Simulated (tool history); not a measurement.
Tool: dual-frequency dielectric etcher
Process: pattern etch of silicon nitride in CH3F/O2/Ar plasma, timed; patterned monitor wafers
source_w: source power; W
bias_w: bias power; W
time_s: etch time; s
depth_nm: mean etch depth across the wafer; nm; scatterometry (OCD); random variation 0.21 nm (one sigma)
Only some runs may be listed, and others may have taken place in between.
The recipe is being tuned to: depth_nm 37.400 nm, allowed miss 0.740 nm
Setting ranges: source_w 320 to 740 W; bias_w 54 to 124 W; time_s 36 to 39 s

run	hour	source_w	bias_w	time_s	depth_nm
1	0.0	530	89	39	33.379
2	1.3	570	91	39	34.269
3	10.3	570	91	39	34.098
4	18.9	570	91	36	31.806
5	28.0	570	91	39	34.434
6	31.9	600	92	39	35.465
7	33.3	620	93	39	35.374
8	35.6	640	95	39	36.473

Which of these 4 next moves meets every target?
A	37.9	620	94	39	?
B	37.9	630	99	38	?
C	37.9	680	105	36	?
D	37.9	710	98	38	?

move	depth_nm
A	35.549
B	35.356
C	35.122
D	37.032
A: the biggest miss grows against the last run
B: the biggest miss grows against the last run
C: the biggest miss grows against the last run
D: every result lands within tolerance
The move that meets every target is D.
